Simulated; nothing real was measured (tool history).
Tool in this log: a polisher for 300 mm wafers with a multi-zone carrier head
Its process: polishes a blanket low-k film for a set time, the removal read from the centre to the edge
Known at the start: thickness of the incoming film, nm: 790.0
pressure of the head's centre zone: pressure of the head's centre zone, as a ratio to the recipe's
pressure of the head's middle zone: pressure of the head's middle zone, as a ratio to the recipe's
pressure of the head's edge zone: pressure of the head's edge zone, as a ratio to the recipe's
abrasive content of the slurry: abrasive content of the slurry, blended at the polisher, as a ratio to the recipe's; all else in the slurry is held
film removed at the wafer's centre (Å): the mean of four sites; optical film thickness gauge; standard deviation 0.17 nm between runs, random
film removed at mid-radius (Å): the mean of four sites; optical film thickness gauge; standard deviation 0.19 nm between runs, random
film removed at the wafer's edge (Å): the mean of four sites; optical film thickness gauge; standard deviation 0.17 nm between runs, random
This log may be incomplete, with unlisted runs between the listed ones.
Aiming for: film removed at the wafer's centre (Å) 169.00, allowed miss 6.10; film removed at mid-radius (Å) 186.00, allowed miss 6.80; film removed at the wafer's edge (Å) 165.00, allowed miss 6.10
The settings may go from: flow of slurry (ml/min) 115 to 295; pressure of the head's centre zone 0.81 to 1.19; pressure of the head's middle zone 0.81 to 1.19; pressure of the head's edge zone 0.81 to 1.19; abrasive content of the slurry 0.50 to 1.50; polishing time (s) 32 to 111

run	hour	flow of slurry (ml/min)	pressure of the head's centre zone	pressure of the head's middle zone	pressure of the head's edge zone	abrasive content of the slurry	polishing time (s)	film removed at the wafer's centre (Å)	film removed at mid-radius (Å)	film removed at the wafer's edge (Å)
1	0.0	190	1.00	1.00	1.00	1.00	71	224.65	214.17	225.66
2	6.8	190	0.99	1.02	0.96	0.90	71	211.70	211.96	212.78
3	8.1	190	0.99	1.02	0.96	1.00	71	224.55	221.14	220.27
4	11.4	160	0.99	1.02	0.96	1.00	71	219.89	215.11	217.13
5	20.3	160	0.99	1.02	0.96	1.00	59	182.20	183.10	181.73
6	24.5	155	0.98	1.03	0.94	1.00	59	179.67	185.90	177.12
7	26.0	150	0.97	1.03	0.93	1.00	59	179.67	184.93	179.84
8	29.7	150	0.97	1.04	0.91	0.95	59	174.81	176.60	173.67
9	37.4	155	0.97	1.07	0.90	0.95	59	176.26	185.83	173.39

Exactly one of the 5 candidate moves below puts every result within its allowed miss. Which one?
A	45.1	155	0.93	1.08	0.95	1.15	56	?	?	?
B	45.1	120	0.98	1.09	1.00	0.70	68	?	?	?
C	45.1	120	1.12	1.11	0.81	1.00	57	?	?	?
D	45.1	160	0.92	1.02	1.00	0.90	62	?	?	?
E	45.1	220	1.00	1.16	0.97	1.05	51	?	?	?

move	film removed at the wafer's centre (Å)	film removed at mid-radius (Å)	film removed at the wafer's edge (Å)
A	170.44	189.13	183.07
B	167.58	178.83	177.61
C	188.91	179.90	159.85
D	168.64	180.58	187.50
E	167.22	182.52	166.55
A: moves away from the targets compared with the last run
B: moves away from the targets compared with the last run
C: brings the last run's worst result on target, with another outside its allowed miss
D: moves away from the targets compared with the last run
E: every result within its allowed miss
E meets every target.
